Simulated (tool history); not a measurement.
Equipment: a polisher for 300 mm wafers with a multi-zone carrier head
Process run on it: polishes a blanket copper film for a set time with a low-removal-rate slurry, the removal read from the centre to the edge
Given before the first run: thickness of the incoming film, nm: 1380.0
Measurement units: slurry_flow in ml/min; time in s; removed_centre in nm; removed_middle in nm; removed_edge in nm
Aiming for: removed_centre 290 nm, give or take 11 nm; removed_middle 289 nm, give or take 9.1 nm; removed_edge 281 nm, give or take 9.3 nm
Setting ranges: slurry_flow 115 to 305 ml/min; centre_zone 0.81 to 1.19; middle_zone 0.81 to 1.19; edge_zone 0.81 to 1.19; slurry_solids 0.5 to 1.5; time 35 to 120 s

{"run": 1, "hour": 0.0, "slurry_flow": 195, "centre_zone": 1, "middle_zone": 1, "edge_zone": 1, "slurry_solids": 1, "time": 77, "removed_centre": 214.39, "removed_middle": 223.62, "removed_edge": 216.84}
{"run": 2, "hour": 2.4, "slurry_flow": 200, "centre_zone": 1.02, "middle_zone": 1.01, "edge_zone": 1.02, "slurry_solids": 1.1, "time": 78, "removed_centre": 226.35, "removed_middle": 236.8, "removed_edge": 226.96}
{"run": 3, "hour": 5.2, "slurry_flow": 200, "centre_zone": 1.02, "middle_zone": 1.01, "edge_zone": 1.02, "slurry_solids": 1.3, "time": 78, "removed_centre": 235.92, "removed_middle": 243.5, "removed_edge": 231.38}
{"run": 4, "hour": 8.2, "slurry_flow": 205, "centre_zone": 1.03, "middle_zone": 1.01, "edge_zone": 1.04, "slurry_solids": 1.35, "time": 79, "removed_centre": 244.41, "removed_middle": 246.43, "removed_edge": 240.47}
{"run": 5, "hour": 15.0, "slurry_flow": 165, "centre_zone": 1.03, "middle_zone": 1.01, "edge_zone": 1.04, "slurry_solids": 1.35, "time": 79, "removed_centre": 233.96, "removed_middle": 238.62, "removed_edge": 232.27}
{"run": 6, "hour": 21.1, "slurry_flow": 165, "centre_zone": 1.1, "middle_zone": 1.01, "edge_zone": 1.04, "slurry_solids": 1.35, "time": 79, "removed_centre": 246.88, "removed_middle": 240.11, "removed_edge": 231.71}
{"hour": 23.9, "done": "edge zone pressure recalibrated"}
{"run": 7, "hour": 23.9, "slurry_flow": 180, "centre_zone": 1.1, "middle_zone": 1.02, "edge_zone": 1.06, "slurry_solids": 1.4, "time": 79, "removed_centre": 259.56, "removed_middle": 249.24, "removed_edge": 244.26}
{"run": 8, "hour": 27.5, "slurry_flow": 195, "centre_zone": 1.1, "middle_zone": 1.03, "edge_zone": 1.07, "slurry_solids": 1.4, "time": 79, "removed_centre": 255.54, "removed_middle": 251.21, "removed_edge": 249.7}

Below are 5 possible settings for the next run. Only one of them brings all results inside the allowed miss of their targets. Which is it?
{"run": "A", "hour": 31.1, "slurry_flow": 255, "centre_zone": 1, "middle_zone": 1.02, "edge_zone": 1.1, "slurry_solids": 1.5, "time": 88, "removed_centre": "?", "removed_middle": "?", "removed_edge": "?"}
{"run": "B", "hour": 31.1, "slurry_flow": 140, "centre_zone": 1.17, "middle_zone": 0.98, "edge_zone": 0.96, "slurry_solids": 1.35, "time": 94, "removed_centre": "?", "removed_middle": "?", "removed_edge": "?"}
{"run": "C", "hour": 31.1, "slurry_flow": 230, "centre_zone": 1.09, "middle_zone": 1.04, "edge_zone": 1.05, "slurry_solids": 1.5, "time": 86, "removed_centre": "?", "removed_middle": "?", "removed_edge": "?"}
{"run": "D", "hour": 31.1, "slurry_flow": 200, "centre_zone": 0.98, "middle_zone": 1.19, "edge_zone": 0.9, "slurry_solids": 1.35, "time": 76, "removed_centre": "?", "removed_middle": "?", "removed_edge": "?"}
{"run": "E", "hour": 31.1, "slurry_flow": 220, "centre_zone": 1.19, "middle_zone": 0.86, "edge_zone": 1.09, "slurry_solids": 1.35, "time": 72, "removed_centre": "?", "removed_middle": "?", "removed_edge": "?"}

move=A removed_centre=283.71 removed_middle=289.77 removed_edge=300.13
move=B removed_centre=309.43 removed_middle=264.14 removed_edge=272.42
move=C removed_centre=298.06 removed_middle=284.02 removed_edge=283.64
move=D removed_centre=226.89 removed_middle=270.73 removed_edge=224.33
move=E removed_centre=264.97 removed_middle=197.43 removed_edge=236.57
A: meets the target for the result that was furthest off, but another lies outside its allowed miss
B: nearer than the last run, and not there yet
C: meets every target
D: moves away from the targets compared with the last run
E: moves away from the targets compared with the last run
Move C is the one to make.

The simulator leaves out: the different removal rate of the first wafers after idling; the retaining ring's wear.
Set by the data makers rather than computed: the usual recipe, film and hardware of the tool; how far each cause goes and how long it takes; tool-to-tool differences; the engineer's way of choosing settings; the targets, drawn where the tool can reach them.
